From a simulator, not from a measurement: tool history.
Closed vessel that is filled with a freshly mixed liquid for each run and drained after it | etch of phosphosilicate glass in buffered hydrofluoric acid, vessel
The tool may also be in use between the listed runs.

run  hour  temperature setpoint of the liquid (°C)  parts of 40 % ammonium fluoride to one part of 49 % hydrofluoric acid (parts by volume)  time in the liquid (s)  thickness taken off the phosphosilicate glass on a monitor wafer (nm)
  1   0.0                                     24.0                                                                                     20.0                     105                                                                 221.33
  2   7.6                                     24.0                                                                                     20.0                     105                                                                 221.40
  3  12.2                                     26.5                                                                                     20.0                     105                                                                 255.46
  4  16.4                                     26.5                                                                                     20.0                     105                                                                 251.18
  5  17.4                                     27.0                                                                                     19.5                     105                                                                 266.92
  6  23.9                                     27.5                                                                                     19.5                     105                                                                 269.63
  7  27.5                                     28.0                                                                                     19.0                     105                                                                 287.48
  8  34.5                                     28.5                                                                                     19.0                     105                                                                 299.96

Forecast run 9:
  9  35.6                                     29.0                                                                                     19.0                     105                                                                      ?

Run 9 gave thickness taken off the phosphosilicate glass on a monitor wafer (nm) 302.32.

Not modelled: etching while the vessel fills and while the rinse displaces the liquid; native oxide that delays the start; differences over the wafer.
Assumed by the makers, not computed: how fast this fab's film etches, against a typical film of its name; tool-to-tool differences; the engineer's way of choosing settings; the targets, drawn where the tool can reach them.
